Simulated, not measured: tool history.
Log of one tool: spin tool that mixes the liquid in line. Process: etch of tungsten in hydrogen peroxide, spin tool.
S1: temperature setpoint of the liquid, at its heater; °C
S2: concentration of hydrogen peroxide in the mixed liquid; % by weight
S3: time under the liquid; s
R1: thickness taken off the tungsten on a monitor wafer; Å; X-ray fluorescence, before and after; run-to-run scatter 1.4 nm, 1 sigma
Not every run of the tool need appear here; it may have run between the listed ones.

run,hour,S1,S2,S3,R1
1,0.0,55.0,20.0,45,971.21
2,3.0,49.0,20.0,45,676.70
3,7.8,51.5,20.0,45,796.32
4,12.0,53.5,20.0,45,904.09
5,20.5,51.0,20.0,45,767.59
6,23.6,53.0,20.0,45,869.04
# hour 25.9: peroxide flow meter replaced
7,25.9,54.5,20.0,45,996.76
8,26.5,55.5,20.0,45,1036.70
9,32.3,56.5,20.0,45,1110.90
10,38.4,57.0,20.0,45,1148.10
11,44.2,57.5,20.0,45,1180.00

Expected results for the next run?
12,50.6,58.0,20.0,45,?

R1: 1214.40 Å
